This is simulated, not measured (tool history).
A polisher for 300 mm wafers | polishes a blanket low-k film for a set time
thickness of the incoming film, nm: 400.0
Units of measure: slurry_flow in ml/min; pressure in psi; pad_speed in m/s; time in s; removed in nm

run  hour  slurry_flow  pressure  pad_speed  slurry_solids  time  removed
  1     0          235         2       0.78              1    53   21.667
  2   5.6          235         2       0.88              1    53   24.295
  3   6.8          235         2       0.98              1    53   25.935
  4  11.8          235       1.7       0.98              1    53   22.822
  5  16.9          235       1.7       1.08              1    53   24.743
  6  20.4          235       1.4       1.06              1    53    21.41
  7  25.5          235       1.2       1.04              1    53   18.645

The next listed run, before its measurement:
  8  30.7          235       1.1       1.04              1    53        ?

Run 8 yielded removed 17.681 nm.
